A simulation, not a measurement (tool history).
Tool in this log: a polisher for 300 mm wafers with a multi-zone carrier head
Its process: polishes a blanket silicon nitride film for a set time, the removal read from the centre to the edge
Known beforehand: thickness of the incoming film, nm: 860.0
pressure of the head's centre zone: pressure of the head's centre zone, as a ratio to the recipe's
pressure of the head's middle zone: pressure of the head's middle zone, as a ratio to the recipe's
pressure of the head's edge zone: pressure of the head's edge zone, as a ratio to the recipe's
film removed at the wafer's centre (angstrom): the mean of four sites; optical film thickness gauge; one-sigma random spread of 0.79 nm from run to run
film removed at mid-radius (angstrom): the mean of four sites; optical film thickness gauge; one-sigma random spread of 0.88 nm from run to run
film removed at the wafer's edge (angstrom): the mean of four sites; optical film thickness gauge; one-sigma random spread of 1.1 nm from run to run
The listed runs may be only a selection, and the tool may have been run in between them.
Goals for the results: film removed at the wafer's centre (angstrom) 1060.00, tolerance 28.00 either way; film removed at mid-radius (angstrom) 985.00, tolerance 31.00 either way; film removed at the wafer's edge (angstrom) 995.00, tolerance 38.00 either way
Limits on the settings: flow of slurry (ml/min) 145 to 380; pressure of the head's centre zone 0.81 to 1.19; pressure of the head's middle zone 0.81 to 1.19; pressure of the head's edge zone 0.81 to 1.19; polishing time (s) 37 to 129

run  hour  flow of slurry (ml/min)  pressure of the head's centre zone  pressure of the head's middle zone  pressure of the head's edge zone  polishing time (s)  film removed at the wafer's centre (angstrom)  film removed at mid-radius (angstrom)  film removed at the wafer's edge (angstrom)
  1   0.0                      245                                1.00                                1.00                              1.00                  83                                         688.05                                 702.11                                       706.92
  2   3.7                      215                                1.00                                1.00                              1.00                  83                                         679.72                                 687.03                                       688.20
  3   9.9                      215                                1.00                                1.05                              1.00                  83                                         674.15                                 707.16                                       685.23
  4  14.3                      215                                1.00                                1.11                              1.00                  83                                         676.57                                 748.04                                       666.87
  5  15.9                      215                                0.94                                1.11                              1.00                  83                                         637.98                                 737.39                                       681.01
  6  17.1                      215                                0.94                                1.11                              1.00                  68                                         527.86                                 617.73                                       549.84
  7  21.7                      230                                0.98                                1.10                              1.03                  75                                         595.24                                 687.97                                       645.62
  8  22.9                      235                                1.02                                1.09                              1.03                  81                                         675.87                                 740.63                                       681.83
  9  29.6                      255                                1.11                                0.99                              1.13                 104                                         955.96                                 861.66                                       914.57
 10  36.9                      265                                1.12                                1.00                              1.14                 105                                         973.91                                 881.46                                       926.96
 11  40.4                      270                                1.12                                1.01                              1.15                 106                                         995.27                                 884.97                                       950.35
 12  45.4                      270                                1.12                                1.01                              1.15                 106                                         998.93                                 916.61                                       949.03
 13  52.4                      280                                1.12                                1.01                              1.16                 106                                         986.49                                 910.66                                       952.25

Next run, 5 choices. One meets every target within its allowed miss, the rest don't. Which?
  A  59.4                      275                                1.17                                1.03                              1.13                 105                                              ?                                      ?                                            ?
  B  59.4                      245                                1.11                                1.12                              1.12                 108                                              ?                                      ?                                            ?
  C  59.4                      225                                1.19                                1.02                              1.07                 117                                              ?                                      ?                                            ?
  D  59.4                      280                                1.18                                1.01                              1.03                 107                                              ?                                      ?                                            ?
  E  59.4                      170                                1.17                                1.08                              1.16                 115                                              ?                                      ?                                            ?

move  film removed at the wafer's centre (angstrom)  film removed at mid-radius (angstrom)  film removed at the wafer's edge (angstrom)
   A                                        1042.80                                 911.81                                       929.30
   B                                        1008.30                                 996.46                                       942.37
   C                                        1154.90                                 987.64                                       992.35
   D                                        1073.10                                 915.49                                       905.41
   E                                        1077.40                                 986.26                                       991.17
A: the furthest-off result lands on target, but another misses its tolerance
B: closes in on the targets versus the last run, not all within tolerance yet
C: pushes the last run's worst result past its target
D: the furthest-off result lands on target, but another misses its tolerance
E: each result inside its tolerance
Correct choice: E, which meets every target
